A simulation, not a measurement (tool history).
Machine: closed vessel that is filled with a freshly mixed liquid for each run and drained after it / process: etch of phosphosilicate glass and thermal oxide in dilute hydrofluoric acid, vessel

run  hour  temperature setpoint of the liquid (C)  parts of water to one part of 49 % hydrofluoric acid (parts by volume)  time in the liquid (s)  thickness taken off the phosphosilicate glass on a monitor wafer (nm)  thickness taken off the thermal oxide on a monitor wafer (nm)
  1     0                                      26                                                                     295                      60                                                                 10.189                                                        0.78296
  2     8                                    24.5                                                                     300                      60                                                                 9.5009                                                        0.69801
  3   9.7                                      24                                                                     310                      60                                                                 9.0242                                                         0.6962
  4  10.9                                      26                                                                     310                      60                                                                 9.6904                                                        0.72175
  5    13                                      26                                                                     260                      60                                                                 12.308                                                        0.92509
  6  18.4                                    24.5                                                                     275                      60                                                                 10.705                                                        0.82009

Expected results for the next run?
  7    21                                    23.5                                                                     285                      60                                                                      ?                                                              ?

Run 7 yielded thickness taken off the phosphosilicate glass on a monitor wafer (nm) 9.9157, thickness taken off the thermal oxide on a monitor wafer (nm) 0.78608.
